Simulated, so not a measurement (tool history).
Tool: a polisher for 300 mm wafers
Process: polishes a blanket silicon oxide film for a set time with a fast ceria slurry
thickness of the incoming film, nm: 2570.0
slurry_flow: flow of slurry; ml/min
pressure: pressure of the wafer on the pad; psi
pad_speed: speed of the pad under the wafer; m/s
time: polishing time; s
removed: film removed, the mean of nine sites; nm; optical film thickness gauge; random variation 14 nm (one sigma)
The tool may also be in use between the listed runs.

{"run": 1, "hour": 0.0, "slurry_flow": 255, "pressure": 2, "pad_speed": 1.14, "time": 78, "removed": 1233.5}
{"run": 2, "hour": 7.4, "slurry_flow": 255, "pressure": 2, "pad_speed": 0.98, "time": 78, "removed": 1080}
{"run": 3, "hour": 8.0, "slurry_flow": 305, "pressure": 2, "pad_speed": 0.98, "time": 78, "removed": 1082.4}
{"run": 4, "hour": 15.9, "slurry_flow": 305, "pressure": 2.2, "pad_speed": 0.98, "time": 78, "removed": 1175.4}
{"run": 5, "hour": 21.5, "slurry_flow": 305, "pressure": 1.8, "pad_speed": 0.98, "time": 78, "removed": 990.68}
{"run": 6, "hour": 30.3, "slurry_flow": 305, "pressure": 1.8, "pad_speed": 0.98, "time": 78, "removed": 988.13}

Forecast run 7:
{"run": 7, "hour": 31.8, "slurry_flow": 305, "pressure": 2.1, "pad_speed": 0.98, "time": 78, "removed": "?"}

{"run 7": {"removed": 1131.3}}
